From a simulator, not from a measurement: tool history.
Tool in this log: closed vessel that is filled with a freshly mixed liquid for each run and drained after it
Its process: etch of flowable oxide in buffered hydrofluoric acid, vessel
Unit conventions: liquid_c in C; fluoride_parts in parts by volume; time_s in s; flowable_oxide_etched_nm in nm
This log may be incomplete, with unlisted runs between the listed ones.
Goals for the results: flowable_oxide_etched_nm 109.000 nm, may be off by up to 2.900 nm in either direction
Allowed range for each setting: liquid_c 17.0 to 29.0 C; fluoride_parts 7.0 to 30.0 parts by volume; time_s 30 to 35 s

run  hour  liquid_c  fluoride_parts  time_s  flowable_oxide_etched_nm
  1   0.0      21.0            19.0      35                    66.028
  2   7.4      22.5            18.5      35                    73.335
  3  15.6      24.0            18.0      35                    81.688
  4  22.8      25.0            18.0      35                    86.983
  5  31.9      26.0            18.0      35                    91.665
  6  33.6      26.0            18.0      35                    92.411
  7  38.2      26.5            18.0      35                    94.547
  8  46.6      27.0            18.0      35                    98.033
  9  48.4      27.5            18.0      35                    99.354
 10  55.3      28.0            18.0      35                   102.290

5 candidate next runs follow, results not yet known. Just one meets every target within its allowed miss. Identify it.
  A  62.2      28.0            13.5      30                         ?
  B  62.2      29.0            19.0      30                         ?
  C  62.2      28.5            16.5      35                         ?
  D  62.2      29.0            16.5      35                         ?
  E  62.2      29.0            18.0      35                         ?

move  flowable_oxide_etched_nm
   A                   116.150
   B                    87.576
   C                   114.300
   D                   117.370
   E                   107.750
A: the result that was furthest off in the last run now lies on the other side of its target
B: lands further from the targets than the last run did
C: the result that was furthest off in the last run now lies on the other side of its target
D: the result that was furthest off in the last run now lies on the other side of its target
E: meets every target
Correct choice: E, which meets every target

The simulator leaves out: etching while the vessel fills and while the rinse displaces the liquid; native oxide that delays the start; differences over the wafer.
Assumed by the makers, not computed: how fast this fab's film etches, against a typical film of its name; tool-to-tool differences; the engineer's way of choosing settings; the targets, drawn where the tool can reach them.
